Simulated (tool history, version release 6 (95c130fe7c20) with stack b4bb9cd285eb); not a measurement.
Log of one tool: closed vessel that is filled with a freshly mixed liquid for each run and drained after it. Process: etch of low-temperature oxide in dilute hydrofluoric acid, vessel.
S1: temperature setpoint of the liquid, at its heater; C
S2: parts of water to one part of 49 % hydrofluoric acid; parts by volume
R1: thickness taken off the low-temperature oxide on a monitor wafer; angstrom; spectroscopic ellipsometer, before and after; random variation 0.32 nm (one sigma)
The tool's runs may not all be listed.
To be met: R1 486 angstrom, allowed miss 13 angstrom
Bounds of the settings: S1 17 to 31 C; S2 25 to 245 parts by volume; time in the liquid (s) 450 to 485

{"run": 1, "hour": 0.0, "S1": 23, "S2": 135, "time in the liquid (s)": 450, "R1": 408.81}
{"run": 2, "hour": 8.8, "S1": 23.5, "S2": 135, "time in the liquid (s)": 450, "R1": 414.21}
{"run": 3, "hour": 9.8, "S1": 21, "S2": 135, "time in the liquid (s)": 450, "R1": 375.39}
{"run": 4, "hour": 10.5, "S1": 21, "S2": 135, "time in the liquid (s)": 450, "R1": 371.27}
{"run": 5, "hour": 12.8, "S1": 21.5, "S2": 135, "time in the liquid (s)": 450, "R1": 380.7}
{"run": 6, "hour": 14.1, "S1": 22, "S2": 135, "time in the liquid (s)": 450, "R1": 388.32}
{"run": 7, "hour": 22.4, "S1": 22.5, "S2": 135, "time in the liquid (s)": 450, "R1": 398.51}
{"run": 8, "hour": 27.9, "S1": 23, "S2": 135, "time in the liquid (s)": 450, "R1": 407.72}

5 next moves are on the table. One of them brings every result within its allowed miss. Which?
{"run": "A", "hour": 33.4, "S1": 23.5, "S2": 125, "time in the liquid (s)": 485, "R1": "?"}
{"run": "B", "hour": 33.4, "S1": 22.5, "S2": 110, "time in the liquid (s)": 485, "R1": "?"}
{"run": "C", "hour": 33.4, "S1": 23, "S2": 110, "time in the liquid (s)": 485, "R1": "?"}
{"run": "D", "hour": 33.4, "S1": 22, "S2": 130, "time in the liquid (s)": 470, "R1": "?"}
{"run": "E", "hour": 33.4, "S1": 21, "S2": 130, "time in the liquid (s)": 450, "R1": "?"}

move=A R1=480.51
move=B R1=534.17
move=C R1=544.9
move=D R1=419.69
move=E R1=386.19
A: meets every target
B: takes the result that was furthest off past its target
C: takes the result that was furthest off past its target
D: nearer than the last run, and not there yet
E: further off than the last run
Move A is the one to make.
